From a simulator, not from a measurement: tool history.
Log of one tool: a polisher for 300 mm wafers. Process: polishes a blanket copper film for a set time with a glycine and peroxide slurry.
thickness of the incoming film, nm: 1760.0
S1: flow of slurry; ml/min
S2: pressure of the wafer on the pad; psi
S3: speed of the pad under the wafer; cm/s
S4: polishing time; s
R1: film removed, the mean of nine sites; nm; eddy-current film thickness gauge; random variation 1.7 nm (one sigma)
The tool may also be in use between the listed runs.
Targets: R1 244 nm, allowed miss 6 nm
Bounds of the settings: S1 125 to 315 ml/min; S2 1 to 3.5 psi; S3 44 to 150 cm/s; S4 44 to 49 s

{"run": 1, "hour": 0.0, "S1": 205, "S2": 2.2, "S3": 96, "S4": 49, "R1": 172.79}
{"run": 2, "hour": 2.4, "S1": 205, "S2": 2.2, "S3": 96, "S4": 49, "R1": 174.07}
{"run": 3, "hour": 7.8, "S1": 215, "S2": 2.5, "S3": 96, "S4": 49, "R1": 190.4}
{"run": 4, "hour": 8.6, "S1": 215, "S2": 2.1, "S3": 96, "S4": 49, "R1": 166.46}
{"run": 5, "hour": 14.2, "S1": 215, "S2": 2.1, "S3": 96, "S4": 49, "R1": 168.59}
{"run": 6, "hour": 17.0, "S1": 215, "S2": 2.1, "S3": 112, "S4": 49, "R1": 187.85}
{"run": 7, "hour": 26.0, "S1": 215, "S2": 2.3, "S3": 112, "S4": 49, "R1": 201.28}
{"run": 8, "hour": 30.4, "S1": 215, "S2": 2.5, "S3": 112, "S4": 49, "R1": 219.93}
{"run": 9, "hour": 38.9, "S1": 215, "S2": 2.6, "S3": 112, "S4": 49, "R1": 223.8}
{"run": 10, "hour": 43.1, "S1": 215, "S2": 2.7, "S3": 112, "S4": 49, "R1": 229.04}
{"run": 11, "hour": 44.8, "S1": 215, "S2": 2.8, "S3": 112, "S4": 49, "R1": 237.74}

Which of these 5 next moves meets every target?
{"run": "A", "hour": 46.5, "S1": 225, "S2": 3.2, "S3": 94, "S4": 49, "R1": "?"}
{"run": "B", "hour": 46.5, "S1": 265, "S2": 2.9, "S3": 116, "S4": 44, "R1": "?"}
{"run": "C", "hour": 46.5, "S1": 160, "S2": 3.3, "S3": 114, "S4": 49, "R1": "?"}
{"run": "D", "hour": 46.5, "S1": 225, "S2": 2.8, "S3": 124, "S4": 49, "R1": "?"}
{"run": "E", "hour": 46.5, "S1": 250, "S2": 3.2, "S3": 114, "S4": 44, "R1": "?"}

move=A R1=233
move=B R1=230.88
move=C R1=264.8
move=D R1=258.32
move=E R1=246.16
A: further off than the last run
B: further off than the last run
C: takes the result that was furthest off past its target
D: takes the result that was furthest off past its target
E: meets every target
Move E is the one to make.
